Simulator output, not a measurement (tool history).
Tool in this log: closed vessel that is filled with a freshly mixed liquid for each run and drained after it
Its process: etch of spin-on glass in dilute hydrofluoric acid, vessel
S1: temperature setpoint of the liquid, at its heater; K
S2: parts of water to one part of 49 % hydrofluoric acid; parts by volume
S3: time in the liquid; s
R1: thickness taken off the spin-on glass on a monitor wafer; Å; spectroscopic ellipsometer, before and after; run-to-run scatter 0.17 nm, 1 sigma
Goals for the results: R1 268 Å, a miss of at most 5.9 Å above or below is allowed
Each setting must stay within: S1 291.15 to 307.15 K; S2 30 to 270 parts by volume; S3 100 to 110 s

run,hour,S1,S2,S3,R1
1,0,299.15,150,100,230.75
2,7.5,299.65,150,100,237.29
3,11.1,299.65,150,110,259.23
4,16.9,299.65,95,110,439.13
5,23,299.65,120,110,333.97
6,29.8,299.15,120,110,329.34
7,33.2,298.65,120,110,321.59
8,35.2,294.65,120,110,276.31

Exactly one of the 4 candidate moves below puts every result within its allowed miss. Which one?
A,37.2,292.65,100,100,?
B,37.2,295.15,115,105,?
C,37.2,296.15,120,105,?
D,37.2,295.15,120,105,?

move,R1
A,282.13
B,280.34
C,277.93
D,267.13
A: its largest miss is bigger than the last run's
B: its largest miss is bigger than the last run's
C: its largest miss is bigger than the last run's
D: meets every target
Go with D: it meets all targets.
